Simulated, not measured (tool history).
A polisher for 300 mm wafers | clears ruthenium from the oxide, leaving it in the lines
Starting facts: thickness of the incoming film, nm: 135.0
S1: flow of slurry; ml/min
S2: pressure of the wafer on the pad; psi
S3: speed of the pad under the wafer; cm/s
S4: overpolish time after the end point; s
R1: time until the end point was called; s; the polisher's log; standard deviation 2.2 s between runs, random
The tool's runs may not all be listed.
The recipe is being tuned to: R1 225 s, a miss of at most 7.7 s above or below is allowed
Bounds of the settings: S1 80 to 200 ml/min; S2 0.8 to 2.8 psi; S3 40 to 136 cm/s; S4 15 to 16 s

{"run": 1, "hour": 0.0, "S1": 130, "S2": 1.8, "S3": 88, "S4": 15, "R1": 138.17}
{"run": 2, "hour": 7.0, "S1": 125, "S2": 1.6, "S3": 88, "S4": 15, "R1": 155.3}
{"run": 3, "hour": 10.1, "S1": 120, "S2": 1.5, "S3": 88, "S4": 15, "R1": 166.17}
{"run": 4, "hour": 11.0, "S1": 115, "S2": 1.4, "S3": 88, "S4": 15, "R1": 179.78}
{"run": 5, "hour": 13.9, "S1": 115, "S2": 1.4, "S3": 88, "S4": 16, "R1": 180.8}
{"run": 6, "hour": 15.8, "S1": 110, "S2": 1.3, "S3": 88, "S4": 16, "R1": 198.43}
{"run": 7, "hour": 18.1, "S1": 105, "S2": 1.3, "S3": 88, "S4": 16, "R1": 196.98}
{"run": 8, "hour": 18.7, "S1": 100, "S2": 1.3, "S3": 88, "S4": 16, "R1": 199.68}
{"run": 9, "hour": 27.5, "S1": 95, "S2": 1.3, "S3": 88, "S4": 16, "R1": 203.06}
{"run": 10, "hour": 30.1, "S1": 95, "S2": 1.3, "S3": 88, "S4": 16, "R1": 199.51}

Exactly one of the 5 candidate moves below puts every result within its allowed miss. Which one?
{"run": "A", "hour": 32.7, "S1": 95, "S2": 1.3, "S3": 78, "S4": 16, "R1": "?"}
{"run": "B", "hour": 32.7, "S1": 90, "S2": 1.3, "S3": 84, "S4": 16, "R1": "?"}
{"run": "C", "hour": 32.7, "S1": 100, "S2": 1.4, "S3": 92, "S4": 15, "R1": "?"}
{"run": "D", "hour": 32.7, "S1": 90, "S2": 1.1, "S3": 84, "S4": 15, "R1": "?"}
{"run": "E", "hour": 32.7, "S1": 80, "S2": 1.6, "S3": 70, "S4": 16, "R1": "?"}

move=A R1=224.66
move=B R1=212.6
move=C R1=177.7
move=D R1=249.4
move=E R1=211.66
A: every result within its allowed miss
B: moves toward the targets from the last run without getting all of them in spec
C: lands further from the targets than the last run did
D: pushes the last run's worst result past its target
E: moves toward the targets from the last run without getting all of them in spec
Move A is the one to make.
